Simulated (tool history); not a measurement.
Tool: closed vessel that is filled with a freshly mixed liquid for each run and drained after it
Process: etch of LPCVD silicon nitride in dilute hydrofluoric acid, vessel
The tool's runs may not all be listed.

run,hour,temperature setpoint of the liquid (°C),parts of water to one part of 49 % hydrofluoric acid (parts by volume),time in the liquid (s),thickness taken off the LPCVD silicon nitride on a monitor wafer (nm)
1,0.0,21.0,280,790,1.01880
2,7.3,22.0,275,790,1.10400
3,14.0,22.0,275,790,1.09250
4,22.9,22.0,275,580,0.79655
5,30.3,22.0,365,580,0.62179
6,35.2,24.0,365,580,0.69563
7,44.8,24.5,345,580,0.76053
8,48.4,25.0,325,580,0.82762
9,58.0,25.5,305,580,0.90944
10,66.7,26.0,285,580,1.00310
11,72.1,26.5,270,580,1.09220
12,79.0,26.5,270,580,1.11270
13,84.9,27.0,260,580,1.13940
14,89.5,27.0,245,580,1.24550
15,93.6,27.0,235,580,1.29930

Forecast run 16:
# hour 102.6: thermometer replaced
16,102.6,27.0,230,580,?

{"run 16": {"thickness taken off the LPCVD silicon nitride on a monitor wafer (nm)": 1.5375}}
